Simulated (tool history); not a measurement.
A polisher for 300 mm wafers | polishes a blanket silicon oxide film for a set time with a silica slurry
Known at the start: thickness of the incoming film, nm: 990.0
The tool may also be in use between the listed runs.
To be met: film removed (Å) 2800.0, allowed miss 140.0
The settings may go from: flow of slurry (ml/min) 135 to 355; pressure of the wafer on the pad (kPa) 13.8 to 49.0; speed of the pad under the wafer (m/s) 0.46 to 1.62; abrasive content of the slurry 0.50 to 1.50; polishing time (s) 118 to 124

run,hour,flow of slurry (ml/min),pressure of the wafer on the pad (kPa),speed of the pad under the wafer (m/s),abrasive content of the slurry,polishing time (s),film removed (Å)
1,0.0,225,31.0,1.04,1.00,118,4511.3
2,7.5,225,31.0,1.22,1.00,118,5228.3
3,10.1,225,26.9,1.20,1.00,118,4398.5
4,14.9,225,24.1,1.20,1.00,118,3902.1
5,23.0,225,22.1,1.20,1.00,118,3582.7
6,24.1,225,22.1,1.20,0.90,118,3346.6
7,30.3,225,21.4,1.20,0.90,118,3438.3
8,36.9,225,20.0,1.20,0.90,118,3134.9
9,44.3,225,20.0,1.20,0.90,118,3185.3
10,47.9,225,19.3,1.20,0.90,118,3074.1
11,54.9,225,18.6,1.20,0.90,118,2943.8

Which of these 5 next moves meets every target?
A,61.9,165,35.2,0.60,1.00,118,?
B,61.9,245,18.6,1.30,0.85,119,?
C,61.9,165,19.3,1.24,0.90,124,?
D,61.9,210,24.1,1.18,0.60,124,?
E,61.9,250,18.6,1.10,0.95,118,?

move,film removed (Å)
A,3178.0
B,3113.7
C,3191.3
D,3163.5
E,2851.2
A: further off than the last run
B: further off than the last run
C: further off than the last run
D: further off than the last run
E: meets every target
Move E is the one to make.
